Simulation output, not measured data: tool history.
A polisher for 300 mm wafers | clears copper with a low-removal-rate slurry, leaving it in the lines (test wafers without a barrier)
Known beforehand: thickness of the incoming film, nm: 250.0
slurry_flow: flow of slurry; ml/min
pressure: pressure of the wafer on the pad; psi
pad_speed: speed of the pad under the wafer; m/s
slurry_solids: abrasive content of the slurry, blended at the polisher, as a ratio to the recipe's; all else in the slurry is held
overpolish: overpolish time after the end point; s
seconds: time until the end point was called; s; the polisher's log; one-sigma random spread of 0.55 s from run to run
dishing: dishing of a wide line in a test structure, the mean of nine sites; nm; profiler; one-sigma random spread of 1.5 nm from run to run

run  hour  slurry_flow  pressure  pad_speed  slurry_solids  overpolish  seconds  dishing
  1   0.0          125       3.0       0.86            1.0          19   74.223   40.540
  2   5.0          125       3.0       0.86            1.0          25   72.163   49.848
  3   7.3          125       3.0       0.86            1.0          19   75.157   39.028
  4  12.5          125       3.0       0.86            1.1          19   71.482   38.690
  5  17.5          130       3.3       0.86            1.1          20   66.702   42.762
  6  26.4          130       3.6       0.88            1.1          21   61.819   49.154

Expected results for the next run?
  7  28.4          130       3.8       0.90            1.1          21        ?        ?

Logged for run 7: seconds 57.536 s, dishing 52.529 nm.
